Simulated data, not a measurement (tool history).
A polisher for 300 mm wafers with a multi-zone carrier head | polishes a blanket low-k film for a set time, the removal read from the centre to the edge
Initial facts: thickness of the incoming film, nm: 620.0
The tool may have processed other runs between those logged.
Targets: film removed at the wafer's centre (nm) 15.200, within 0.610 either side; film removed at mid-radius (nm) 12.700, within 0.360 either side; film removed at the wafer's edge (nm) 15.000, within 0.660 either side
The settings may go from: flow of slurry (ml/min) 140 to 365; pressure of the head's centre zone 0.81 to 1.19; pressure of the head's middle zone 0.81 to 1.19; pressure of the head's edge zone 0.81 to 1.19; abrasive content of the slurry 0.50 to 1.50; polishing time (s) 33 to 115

run	hour	flow of slurry (ml/min)	pressure of the head's centre zone	pressure of the head's middle zone	pressure of the head's edge zone	abrasive content of the slurry	polishing time (s)	film removed at the wafer's centre (nm)	film removed at mid-radius (nm)	film removed at the wafer's edge (nm)
1	0.0	235	1.00	1.00	1.00	1.00	73	21.400	21.173	21.759
2	1.0	235	0.94	1.00	1.00	1.00	73	20.033	21.103	21.734
3	4.2	235	0.94	1.00	1.00	1.00	60	16.428	17.319	17.880
4	5.1	235	0.94	1.00	1.00	1.10	60	17.184	18.367	18.149
5	9.2	230	0.96	0.95	0.95	1.00	59	16.403	16.393	17.173
6	18.0	225	0.98	0.91	0.92	0.90	59	15.859	14.928	16.279
7	22.1	215	0.99	0.88	0.90	0.85	59	15.613	14.015	15.012
8	24.9	210	0.99	0.86	0.93	0.85	59	15.494	13.712	15.461
9	30.0	200	0.99	0.84	0.93	0.85	59	15.393	13.501	15.094

Which single option among these 5 for the next run brings every result within its allowed miss of target? Just one does.
A	35.1	195	0.96	0.88	0.93	0.85	61	?	?	?
B	35.1	250	0.98	0.94	0.93	0.50	79	?	?	?
C	35.1	285	0.98	0.88	1.01	1.05	51	?	?	?
D	35.1	145	0.99	0.95	0.87	1.00	57	?	?	?
E	35.1	160	1.00	0.81	0.91	0.85	60	?	?	?

move	film removed at the wafer's centre (nm)	film removed at mid-radius (nm)	film removed at the wafer's edge (nm)
A	15.333	14.551	15.449
B	15.052	14.710	14.645
C	15.392	14.220	15.513
D	15.083	14.888	14.596
E	15.093	12.904	14.674
A: the biggest miss grows against the last run
B: the biggest miss grows against the last run
C: the biggest miss grows against the last run
D: the biggest miss grows against the last run
E: each result inside its tolerance
Move E is the one to make.
